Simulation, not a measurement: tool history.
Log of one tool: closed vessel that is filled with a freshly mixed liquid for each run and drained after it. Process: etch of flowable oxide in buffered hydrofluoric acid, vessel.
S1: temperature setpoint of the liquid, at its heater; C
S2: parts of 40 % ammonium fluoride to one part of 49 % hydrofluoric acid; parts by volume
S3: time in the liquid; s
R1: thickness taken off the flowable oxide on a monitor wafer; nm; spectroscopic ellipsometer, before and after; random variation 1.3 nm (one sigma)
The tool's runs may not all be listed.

Run 1, hour 0: S1 24 C, S2 8.5 parts by volume, S3 30 s. Result: R1 121.22 nm.
Run 2, hour 5.4: S1 26.5 C, S2 8.5 parts by volume, S3 30 s. Result: R1 138.85 nm.
Run 3, hour 11.9: S1 26.5 C, S2 8.5 parts by volume, S3 30 s. Result: R1 140.14 nm.
Run 4, hour 19.7: S1 26.5 C, S2 6.5 parts by volume, S3 30 s. Result: R1 179.6 nm.
Run 5, hour 25.3: S1 30 C, S2 6.5 parts by volume, S3 30 s. Result: R1 218.63 nm.
Run 6, hour 32.6: S1 30 C, S2 5.5 parts by volume, S3 30 s. Result: R1 251.01 nm.
Run 7, hour 36.1: S1 29.5 C, S2 5.5 parts by volume, S3 30 s. Result: R1 244.69 nm.
Run 8, hour 37.5: S1 29 C, S2 5.5 parts by volume, S3 30 s. Result: R1 236.93 nm.

Run 9 comes next. What will it give?
Run 9, hour 45.9: S1 28.5 C, S2 5.5 parts by volume, S3 30 s. Result: R1 ?.

R1: 231.31 nm
